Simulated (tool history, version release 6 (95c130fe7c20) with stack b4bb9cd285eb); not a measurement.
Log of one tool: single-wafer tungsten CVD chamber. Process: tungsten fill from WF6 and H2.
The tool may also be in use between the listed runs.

run	hour	heater temperature setpoint (deg C)	chamber pressure (Pa)	deposition time (s)	mean film thickness on the monitor wafer (Å)
1	0	390	5600	7.5	224.06
2	4.8	390	5986	7.5	234.58
3	7.5	390	6706	7.5	246.57
4	16	385	6706	7.5	221.71
5	18.9	393	6706	7.5	263.8
6	21.2	393	6133	7.5	253.08

The next listed run, before its measurement:
7	23.4	388	6093	7.5	?

mean film thickness on the monitor wafer (Å): 225.47

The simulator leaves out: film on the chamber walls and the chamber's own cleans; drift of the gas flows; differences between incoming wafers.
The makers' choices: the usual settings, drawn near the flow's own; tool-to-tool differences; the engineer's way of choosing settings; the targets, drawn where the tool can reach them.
